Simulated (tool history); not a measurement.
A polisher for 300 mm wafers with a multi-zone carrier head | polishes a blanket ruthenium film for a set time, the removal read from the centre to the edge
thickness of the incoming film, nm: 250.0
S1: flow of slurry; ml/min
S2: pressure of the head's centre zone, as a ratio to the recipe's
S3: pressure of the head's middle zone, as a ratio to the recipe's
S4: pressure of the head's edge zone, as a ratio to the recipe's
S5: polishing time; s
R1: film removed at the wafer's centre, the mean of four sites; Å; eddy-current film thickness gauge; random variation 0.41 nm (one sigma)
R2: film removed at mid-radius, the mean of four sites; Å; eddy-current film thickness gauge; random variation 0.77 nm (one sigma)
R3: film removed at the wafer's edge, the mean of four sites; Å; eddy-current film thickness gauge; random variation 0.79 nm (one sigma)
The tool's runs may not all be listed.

| run | hour | S1 | S2 | S3 | S4 | S5 | R1 | R2 | R3 |
|---|---|---|---|---|---|---|---|---|---|
| 1 | 0 | 185 | 1 | 1 | 1 | 78 | 1013.2 | 1051 | 1010.9 |
| 2 | 3 | 180 | 0.97 | 0.97 | 0.96 | 68 | 852.73 | 851.82 | 890.61 |
| 3 | 3.8 | 205 | 0.97 | 0.97 | 0.96 | 68 | 875.23 | 893.52 | 891.76 |
| 4 | 6.8 | 215 | 0.95 | 0.97 | 0.93 | 59 | 746.37 | 782.22 | 766.21 |
| 5 | 13.2 | 220 | 0.94 | 0.96 | 0.91 | 54 | 692.69 | 695.04 | 678.31 |
| 6 | 20.1 | 220 | 0.94 | 0.96 | 0.95 | 54 | 680.31 | 713.72 | 694.09 |
| 7 | 26.5 | 230 | 0.92 | 0.94 | 0.93 | 52 | 653.82 | 659.39 | 670.07 |

Run 8 is up next; what results do you expect?
| 8 | 27.1 | 235 | 0.9 | 0.94 | 0.91 | 51 | ? | ? | ? |

{"run 8": {"R1": 626.22, "R2": 648.37, "R3": 648.26}}
